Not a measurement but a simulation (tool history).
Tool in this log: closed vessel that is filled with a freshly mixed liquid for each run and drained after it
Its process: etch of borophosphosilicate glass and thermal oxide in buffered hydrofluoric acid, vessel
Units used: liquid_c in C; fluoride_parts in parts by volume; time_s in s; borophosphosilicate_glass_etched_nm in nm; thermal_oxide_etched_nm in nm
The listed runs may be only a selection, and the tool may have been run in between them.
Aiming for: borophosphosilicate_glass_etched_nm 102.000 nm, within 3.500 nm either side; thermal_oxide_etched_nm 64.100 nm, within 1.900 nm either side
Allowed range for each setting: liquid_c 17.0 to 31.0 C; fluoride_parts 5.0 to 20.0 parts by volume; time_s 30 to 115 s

run  hour  liquid_c  fluoride_parts  time_s  borophosphosilicate_glass_etched_nm  thermal_oxide_etched_nm
  1   0.0      23.0            12.0      60                               86.080                   53.320
  2   2.7      19.5            12.0      60                               70.206                   43.569
  3   9.9      19.5            14.0      60                               59.990                   37.787
  4  11.7      21.0            14.0      60                               65.494                   40.622
  5  13.3      22.5            14.0      60                               71.712                   44.186
  6  15.0      24.0            14.0      60                               78.187                   48.501
  7  17.0      25.0            14.0      60                               80.788                   50.927
  8  21.1      25.5            14.0      60                               83.098                   52.688
  9  27.4      26.0            14.0      60                               85.891                   53.530
 10  33.4      26.5            14.0      60                               88.643                   54.451
 11  35.2      27.0            14.0      60                               91.380                   56.877

Which single option among these 4 for the next run brings every result within its allowed miss of target? Just one does.
  A  37.0      22.5            11.5      55                                    ?                        ?
  B  37.0      29.0            18.5      80                                    ?                        ?
  C  37.0      28.0            16.0      60                                    ?                        ?
  D  37.0      22.0            18.5      90                                    ?                        ?

move  borophosphosilicate_glass_etched_nm  thermal_oxide_etched_nm
   A                               79.667                   49.492
   B                              102.700                   64.155
   C                               84.316                   52.623
   D                               79.339                   49.388
A: further off than the last run
B: every result within its allowed miss
C: further off than the last run
D: further off than the last run
The right move is B.

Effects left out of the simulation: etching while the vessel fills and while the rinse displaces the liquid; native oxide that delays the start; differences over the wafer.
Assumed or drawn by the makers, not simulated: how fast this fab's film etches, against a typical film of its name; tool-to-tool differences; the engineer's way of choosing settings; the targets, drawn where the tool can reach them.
